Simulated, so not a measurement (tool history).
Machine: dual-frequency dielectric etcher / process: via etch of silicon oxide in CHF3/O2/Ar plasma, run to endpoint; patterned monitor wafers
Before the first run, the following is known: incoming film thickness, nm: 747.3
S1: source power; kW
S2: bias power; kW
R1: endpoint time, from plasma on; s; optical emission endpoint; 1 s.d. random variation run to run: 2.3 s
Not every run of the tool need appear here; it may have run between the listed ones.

run	hour	S1	S2	R1
1	0.0	0.740	0.193	346.52
2	7.7	0.740	0.175	359.18
3	16.3	0.740	0.153	380.72
4	24.2	0.740	0.165	367.63
5	32.6	0.740	0.187	346.41
6	38.4	0.690	0.187	353.02

Run 7 comes next. What will it give?
7	41.6	0.640	0.174	?

R1: 373.92 s
